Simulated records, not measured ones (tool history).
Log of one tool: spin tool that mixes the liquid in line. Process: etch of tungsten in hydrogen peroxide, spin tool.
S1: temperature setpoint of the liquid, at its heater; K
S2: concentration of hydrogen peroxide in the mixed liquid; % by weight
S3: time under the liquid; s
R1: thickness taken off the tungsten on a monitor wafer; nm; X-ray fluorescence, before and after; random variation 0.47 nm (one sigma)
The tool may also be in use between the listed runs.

run  hour      S1  S2  S3      R1
  1   0.0  322.15  15  70  66.892
  2   2.5  322.15  15  70  67.427
  3   4.1  317.65  15  70  50.810
  4   6.2  317.65  15  75  54.757
  5   7.6  312.15  15  75  38.305
  6  12.9  312.15  15  75  38.367
  7  16.0  320.15  15  75  64.030

The next listed run, before its measurement:
  8  20.7  321.15  15  75   ?

Run 8 gave R1 67.847 nm.
